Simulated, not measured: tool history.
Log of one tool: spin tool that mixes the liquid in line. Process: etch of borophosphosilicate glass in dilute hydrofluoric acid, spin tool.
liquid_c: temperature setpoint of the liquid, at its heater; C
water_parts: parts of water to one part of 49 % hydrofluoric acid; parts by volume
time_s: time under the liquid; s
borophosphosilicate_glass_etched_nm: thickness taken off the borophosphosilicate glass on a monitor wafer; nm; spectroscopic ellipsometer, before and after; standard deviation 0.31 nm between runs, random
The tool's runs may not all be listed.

run	hour	liquid_c	water_parts	time_s	borophosphosilicate_glass_etched_nm
1	0	22	235	60	11.459
2	5.9	22	175	60	16.453
3	10.5	22	245	60	10.937
4	16.9	22	245	60	10.976
5	18	22	315	60	7.8961
6	24.9	23.5	260	60	10.688
7	31.2	24.5	215	60	14.006
8	37.9	24.5	215	60	14.169
9	41.6	25.5	180	60	18.109
10	44	26.5	155	60	22.601
11	47.2	27	140	60	25.43
12	48	30	60	60	75.752
13	49.5	28.5	60	60	70.757

What does the tool deliver on the next run?
14	54.2	26.5	65	60	?

{"run 14": {"borophosphosilicate_glass_etched_nm": 61.172}}
